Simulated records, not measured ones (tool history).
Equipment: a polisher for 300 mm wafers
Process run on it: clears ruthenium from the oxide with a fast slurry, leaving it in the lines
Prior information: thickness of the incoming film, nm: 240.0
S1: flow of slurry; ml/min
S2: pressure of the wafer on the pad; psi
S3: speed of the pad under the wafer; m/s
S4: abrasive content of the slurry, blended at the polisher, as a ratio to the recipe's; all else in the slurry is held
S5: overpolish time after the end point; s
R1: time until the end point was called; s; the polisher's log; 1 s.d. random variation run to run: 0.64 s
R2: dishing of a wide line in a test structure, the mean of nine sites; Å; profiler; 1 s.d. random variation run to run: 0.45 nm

{"run": 1, "hour": 0.0, "S1": 150, "S2": 2.2, "S3": 1.06, "S4": 1, "S5": 23, "R1": 90.178, "R2": 307.51}
{"run": 2, "hour": 5.5, "S1": 155, "S2": 2.6, "S3": 1.08, "S4": 1, "S5": 20, "R1": 77.504, "R2": 317.79}
{"run": 3, "hour": 13.9, "S1": 155, "S2": 2.6, "S3": 1.08, "S4": 0.9, "S5": 20, "R1": 81.707, "R2": 306.78}
{"run": 4, "hour": 21.4, "S1": 155, "S2": 2.9, "S3": 1.14, "S4": 0.9, "S5": 17, "R1": 69.172, "R2": 309.89}
{"run": 5, "hour": 22.2, "S1": 155, "S2": 3.1, "S3": 1.18, "S4": 0.9, "S5": 16, "R1": 61.662, "R2": 315.71}
{"run": 6, "hour": 23.7, "S1": 155, "S2": 3.2, "S3": 1.2, "S4": 0.9, "S5": 16, "R1": 60.767, "R2": 329.94}

Run 7 is up next; what results do you expect?
{"run": 7, "hour": 28.1, "S1": 170, "S2": 3.5, "S3": 1.3, "S4": 0.9, "S5": 11, "R1": "?", "R2": "?"}

R1: 51.078 s
R2: 293.34 Å

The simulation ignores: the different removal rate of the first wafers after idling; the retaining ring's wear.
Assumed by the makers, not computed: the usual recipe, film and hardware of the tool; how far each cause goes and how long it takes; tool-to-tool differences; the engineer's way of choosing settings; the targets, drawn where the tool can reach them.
